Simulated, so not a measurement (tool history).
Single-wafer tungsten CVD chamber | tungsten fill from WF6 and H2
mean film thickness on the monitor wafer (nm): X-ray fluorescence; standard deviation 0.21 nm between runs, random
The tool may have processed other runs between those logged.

run	hour	heater temperature setpoint (K)	chamber pressure (mTorr)	deposition time (s)	mean film thickness on the monitor wafer (nm)
1	0	648.15	38600	35.1	66.248
2	2.5	643.15	38400	35.1	59.053
3	6.4	639.15	38200	35.1	53.326
4	9.1	631.15	38200	35.1	43.682
5	10.5	631.15	38200	35.1	43.448
6	18	631.15	38200	36.2	44.805
7	22	631.15	38200	36.2	44.798

Expected results for the next run?
8	24.4	625.15	37900	36.2	?

mean film thickness on the monitor wafer (nm): 38.586
